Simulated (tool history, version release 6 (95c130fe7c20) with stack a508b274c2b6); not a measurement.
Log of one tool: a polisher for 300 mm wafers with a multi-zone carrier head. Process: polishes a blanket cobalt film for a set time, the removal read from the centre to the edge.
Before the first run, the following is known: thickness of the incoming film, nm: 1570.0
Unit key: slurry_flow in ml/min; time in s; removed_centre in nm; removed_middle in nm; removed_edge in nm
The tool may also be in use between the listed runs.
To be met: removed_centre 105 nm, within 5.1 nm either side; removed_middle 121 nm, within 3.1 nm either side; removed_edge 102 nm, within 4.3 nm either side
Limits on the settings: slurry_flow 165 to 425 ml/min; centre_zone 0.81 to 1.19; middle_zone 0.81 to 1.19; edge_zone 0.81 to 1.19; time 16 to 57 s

{"run": 1, "hour": 0.0, "slurry_flow": 275, "centre_zone": 1, "middle_zone": 1, "edge_zone": 1, "time": 36, "removed_centre": 155.26, "removed_middle": 169.84, "removed_edge": 170.81}
{"run": 2, "hour": 0.9, "slurry_flow": 275, "centre_zone": 1.03, "middle_zone": 1, "edge_zone": 1, "time": 36, "removed_centre": 161.07, "removed_middle": 165.76, "removed_edge": 173.11}
{"run": 3, "hour": 5.1, "slurry_flow": 285, "centre_zone": 1.03, "middle_zone": 1.02, "edge_zone": 0.97, "time": 33, "removed_centre": 146.89, "removed_middle": 158.96, "removed_edge": 153.99}
{"run": 4, "hour": 8.5, "slurry_flow": 295, "centre_zone": 1.03, "middle_zone": 1.02, "edge_zone": 0.95, "time": 31, "removed_centre": 138.86, "removed_middle": 149.43, "removed_edge": 141.99}
{"run": 5, "hour": 12.2, "slurry_flow": 300, "centre_zone": 1.02, "middle_zone": 1.02, "edge_zone": 0.93, "time": 30, "removed_centre": 133.01, "removed_middle": 142.82, "removed_edge": 140.13}
{"run": 6, "hour": 15.9, "slurry_flow": 300, "centre_zone": 0.93, "middle_zone": 1.02, "edge_zone": 0.93, "time": 30, "removed_centre": 122.42, "removed_middle": 145.25, "removed_edge": 139.55}
{"run": 7, "hour": 21.3, "slurry_flow": 300, "centre_zone": 0.95, "middle_zone": 1.03, "edge_zone": 0.91, "time": 29, "removed_centre": 119.94, "removed_middle": 141.79, "removed_edge": 135.32}
{"run": 8, "hour": 26.2, "slurry_flow": 310, "centre_zone": 0.97, "middle_zone": 1.04, "edge_zone": 0.9, "time": 28, "removed_centre": 119.51, "removed_middle": 137.62, "removed_edge": 130.48}
{"run": 9, "hour": 28.0, "slurry_flow": 310, "centre_zone": 0.98, "middle_zone": 1.06, "edge_zone": 0.89, "time": 27, "removed_centre": 116.38, "removed_middle": 133.4, "removed_edge": 122.59}
{"run": 10, "hour": 32.2, "slurry_flow": 305, "centre_zone": 0.98, "middle_zone": 1.07, "edge_zone": 0.88, "time": 26, "removed_centre": 111.85, "removed_middle": 128.59, "removed_edge": 117.82}
{"run": 11, "hour": 33.4, "slurry_flow": 275, "centre_zone": 1.03, "middle_zone": 1.15, "edge_zone": 0.81, "time": 22, "removed_centre": 100.79, "removed_middle": 116.04, "removed_edge": 96.466}
{"run": 12, "hour": 36.3, "slurry_flow": 280, "centre_zone": 1.03, "middle_zone": 1.15, "edge_zone": 0.82, "time": 22, "removed_centre": 97.787, "removed_middle": 115.51, "removed_edge": 94.431}
{"run": 13, "hour": 44.6, "slurry_flow": 255, "centre_zone": 1.05, "middle_zone": 1.13, "edge_zone": 0.86, "time": 25, "removed_centre": 114.95, "removed_middle": 129.34, "removed_edge": 111.8}

Which one of the following 5 next-run settings gets every result inside its allowed miss? There is exactly one.
{"run": "A", "hour": 52.9, "slurry_flow": 190, "centre_zone": 0.92, "middle_zone": 1.12, "edge_zone": 0.9, "time": 27, "removed_centre": "?", "removed_middle": "?", "removed_edge": "?"}
{"run": "B", "hour": 52.9, "slurry_flow": 295, "centre_zone": 1.09, "middle_zone": 1.19, "edge_zone": 0.83, "time": 26, "removed_centre": "?", "removed_middle": "?", "removed_edge": "?"}
{"run": "C", "hour": 52.9, "slurry_flow": 250, "centre_zone": 0.93, "middle_zone": 1.11, "edge_zone": 0.94, "time": 26, "removed_centre": "?", "removed_middle": "?", "removed_edge": "?"}
{"run": "D", "hour": 52.9, "slurry_flow": 365, "centre_zone": 1.09, "middle_zone": 1.17, "edge_zone": 0.91, "time": 22, "removed_centre": "?", "removed_middle": "?", "removed_edge": "?"}
{"run": "E", "hour": 52.9, "slurry_flow": 285, "centre_zone": 1.18, "middle_zone": 1.05, "edge_zone": 0.81, "time": 24, "removed_centre": "?", "removed_middle": "?", "removed_edge": "?"}

move=A removed_centre=102.73 removed_middle=134.84 removed_edge=120.32
move=B removed_centre=119.38 removed_middle=142.17 removed_edge=115.06
move=C removed_centre=102.68 removed_middle=132.13 removed_edge=120.45
move=D removed_centre=102.79 removed_middle=120.42 removed_edge=102.65
move=E removed_centre=117.54 removed_middle=117.5 removed_edge=105.08
A: misses by more than the last run did
B: misses by more than the last run did
C: misses by more than the last run did
D: every result within its allowed miss
E: carries the result that was furthest off beyond its target, to the other side
Go with D: it meets all targets.
